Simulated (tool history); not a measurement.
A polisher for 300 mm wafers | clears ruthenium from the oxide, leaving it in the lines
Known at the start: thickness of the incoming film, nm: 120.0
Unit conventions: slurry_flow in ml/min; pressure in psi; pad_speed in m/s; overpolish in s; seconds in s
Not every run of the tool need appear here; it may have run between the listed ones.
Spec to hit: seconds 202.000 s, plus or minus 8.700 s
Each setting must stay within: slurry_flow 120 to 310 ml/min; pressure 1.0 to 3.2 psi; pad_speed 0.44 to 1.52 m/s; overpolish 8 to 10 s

{"run": 1, "hour": 0.0, "slurry_flow": 200, "pressure": 2.1, "pad_speed": 0.98, "overpolish": 10, "seconds": 109.24}
{"run": 2, "hour": 1.7, "slurry_flow": 200, "pressure": 2.1, "pad_speed": 0.98, "overpolish": 10, "seconds": 109.28}
{"run": 3, "hour": 9.7, "slurry_flow": 200, "pressure": 2.1, "pad_speed": 1.22, "overpolish": 10, "seconds": 91.726}
{"run": 4, "hour": 14.6, "slurry_flow": 195, "pressure": 1.8, "pad_speed": 1.12, "overpolish": 10, "seconds": 112.87}
{"run": 5, "hour": 22.0, "slurry_flow": 195, "pressure": 1.8, "pad_speed": 1.26, "overpolish": 10, "seconds": 103.74}
{"run": 6, "hour": 26.5, "slurry_flow": 190, "pressure": 1.6, "pad_speed": 1.16, "overpolish": 10, "seconds": 123.37}
{"run": 7, "hour": 34.9, "slurry_flow": 185, "pressure": 1.4, "pad_speed": 1.08, "overpolish": 10, "seconds": 149.9}
{"run": 8, "hour": 42.9, "slurry_flow": 180, "pressure": 1.0, "pad_speed": 0.98, "overpolish": 10, "seconds": 226.19}
{"hour": 44.3, "done": "worn pad replaced by a new one"}
{"run": 9, "hour": 44.3, "slurry_flow": 180, "pressure": 1.1, "pad_speed": 0.98, "overpolish": 10, "seconds": 190.24}

Of the 4 settings listed for the next run, only one would bring every result within its allowed miss of target. Which one?
{"run": "A", "hour": 45.7, "slurry_flow": 165, "pressure": 1.1, "pad_speed": 1.04, "overpolish": 8, "seconds": "?"}
{"run": "B", "hour": 45.7, "slurry_flow": 195, "pressure": 1.1, "pad_speed": 0.88, "overpolish": 10, "seconds": "?"}
{"run": "C", "hour": 45.7, "slurry_flow": 180, "pressure": 1.0, "pad_speed": 0.88, "overpolish": 10, "seconds": "?"}
{"run": "D", "hour": 45.7, "slurry_flow": 185, "pressure": 1.1, "pad_speed": 0.82, "overpolish": 10, "seconds": "?"}

move=A seconds=182.380
move=B seconds=203.490
move=C seconds=225.150
move=D seconds=216.680
A: the biggest miss grows against the last run
B: hits every target within its allowed miss
C: the result that was furthest off in the last run now lies on the other side of its target
D: the result that was furthest off in the last run now lies on the other side of its target
The right move is B.

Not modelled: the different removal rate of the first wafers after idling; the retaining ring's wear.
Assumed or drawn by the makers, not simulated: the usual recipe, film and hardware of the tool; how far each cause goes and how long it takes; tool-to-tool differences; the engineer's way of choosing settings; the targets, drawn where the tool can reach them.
